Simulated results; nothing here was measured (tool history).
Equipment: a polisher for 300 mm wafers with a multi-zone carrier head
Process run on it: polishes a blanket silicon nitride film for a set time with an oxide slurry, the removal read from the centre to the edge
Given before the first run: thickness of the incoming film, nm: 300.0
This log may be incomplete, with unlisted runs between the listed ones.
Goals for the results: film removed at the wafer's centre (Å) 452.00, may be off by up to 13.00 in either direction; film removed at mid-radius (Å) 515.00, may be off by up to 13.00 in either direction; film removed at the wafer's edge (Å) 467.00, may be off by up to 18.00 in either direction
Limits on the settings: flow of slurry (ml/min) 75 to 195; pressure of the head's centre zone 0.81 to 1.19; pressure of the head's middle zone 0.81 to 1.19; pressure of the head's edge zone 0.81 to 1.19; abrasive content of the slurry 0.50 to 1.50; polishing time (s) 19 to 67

run  hour  flow of slurry (ml/min)  pressure of the head's centre zone  pressure of the head's middle zone  pressure of the head's edge zone  abrasive content of the slurry  polishing time (s)  film removed at the wafer's centre (Å)  film removed at mid-radius (Å)  film removed at the wafer's edge (Å)
  1   0.0                      125                                1.00                                1.00                              1.00                            1.00                  43                                  327.39                          330.14                                317.77
  2   5.1                      125                                1.05                                1.00                              1.00                            1.00                  43                                  340.99                          327.77                                327.81
  3  13.4                      125                                1.05                                1.00                              1.06                            1.00                  43                                  341.43                          326.78                                333.27
  4  15.3                      135                                1.03                                1.05                              1.10                            1.15                  43                                  358.53                          372.82                                364.15
  5  21.8                      150                                1.04                                1.09                              1.13                            1.25                  43                                  380.01                          401.39                                379.93
  6  28.3                      150                                1.04                                1.09                              1.07                            1.25                  43                                  384.65                          396.00                                370.72
  7  31.3                      155                                1.03                                1.11                              1.10                            1.35                  44                                  396.91                          429.04                                403.99
  8  32.9                      160                                1.03                                1.13                              1.12                            1.40                  45                                  425.94                          452.85                                415.31
  9  39.9                      165                                1.01                                1.14                              1.14                            1.45                  46                                  426.87                          469.52                                428.90

Pick the move, out of 4, that brings all results within their allowed miss; only one does.
  A  46.9                      175                                1.00                                1.16                              1.14                            1.50                  48                                       ?                               ?                                     ?
  B  46.9                      165                                1.03                                1.09                              1.14                            1.40                  50                                       ?                               ?                                     ?
  C  46.9                      130                                0.88                                1.09                              1.19                            1.50                  52                                       ?                               ?                                     ?
  D  46.9                      100                                0.86                                1.01                              1.19                            1.50                  55                                       ?                               ?                                     ?

move  film removed at the wafer's centre (Å)  film removed at mid-radius (Å)  film removed at the wafer's edge (Å)
   A                                  447.17                          522.27                                468.66
   B                                  463.45                          498.80                                473.98
   C                                  399.04                          506.71                                498.63
   D                                  382.03                          470.01                                504.19
A: hits every target within its allowed miss
B: moves toward the targets from the last run without getting all of them in spec
C: meets the target for the result that was furthest off, but another lies outside its allowed miss
D: further off than the last run
Answer: A
